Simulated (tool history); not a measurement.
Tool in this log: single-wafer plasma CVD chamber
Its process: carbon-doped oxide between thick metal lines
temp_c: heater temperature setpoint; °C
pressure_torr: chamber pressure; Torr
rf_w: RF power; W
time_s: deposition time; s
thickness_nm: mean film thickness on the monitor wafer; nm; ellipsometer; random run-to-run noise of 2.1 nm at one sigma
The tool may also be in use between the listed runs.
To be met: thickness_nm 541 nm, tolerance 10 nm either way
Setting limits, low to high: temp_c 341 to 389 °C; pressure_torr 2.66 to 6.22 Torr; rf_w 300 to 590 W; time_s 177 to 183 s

run 1 hour=0 | temp_c=365 pressure_torr=4.44 rf_w=445 time_s=177 | thickness_nm=710.1
run 2 hour=4.9 | temp_c=367 pressure_torr=4.21 rf_w=425 time_s=177 | thickness_nm=681.57
run 3 hour=8.5 | temp_c=368 pressure_torr=4.02 rf_w=405 time_s=177 | thickness_nm=650.37
run 4 hour=15.7 | temp_c=369 pressure_torr=3.82 rf_w=395 time_s=177 | thickness_nm=632.73
run 5 hour=21.9 | temp_c=369 pressure_torr=3.82 rf_w=360 time_s=177 | thickness_nm=590.33
run 6 hour=29.9 | temp_c=369 pressure_torr=3.82 rf_w=335 time_s=177 | thickness_nm=563.09
run 7 hour=34 | temp_c=370 pressure_torr=3.74 rf_w=335 time_s=177 | thickness_nm=555.01
run 8 hour=39.4 | temp_c=371 pressure_torr=3.7 rf_w=335 time_s=177 | thickness_nm=559.55
run 9 hour=42.7 | temp_c=371 pressure_torr=3.63 rf_w=335 time_s=177 | thickness_nm=551.52
run 10 hour=49.3 | temp_c=372 pressure_torr=3.6 rf_w=335 time_s=177 | thickness_nm=557
run 11 hour=50.3 | temp_c=372 pressure_torr=3.56 rf_w=335 time_s=177 | thickness_nm=552.85
run 12 hour=56.7 | temp_c=372 pressure_torr=3.51 rf_w=335 time_s=177 | thickness_nm=551.49
run 13 hour=62.1 | temp_c=372 pressure_torr=3.47 rf_w=335 time_s=177 | thickness_nm=548.76

Which one of the following 4 next-run settings gets every result inside its allowed miss? There is exactly one.
run A hour=67.5 | temp_c=367 pressure_torr=3.36 rf_w=325 time_s=177 | thickness_nm=?
run B hour=67.5 | temp_c=372 pressure_torr=3.18 rf_w=340 time_s=181 | thickness_nm=?
run C hour=67.5 | temp_c=360 pressure_torr=2.66 rf_w=345 time_s=177 | thickness_nm=?
run D hour=67.5 | temp_c=377 pressure_torr=3.09 rf_w=340 time_s=183 | thickness_nm=?

move=A thickness_nm=541.53
move=B thickness_nm=564.06
move=C thickness_nm=561.75
move=D thickness_nm=563.32
A: in spec on every target
B: moves away from the targets compared with the last run
C: moves away from the targets compared with the last run
D: moves away from the targets compared with the last run
The right move is A.
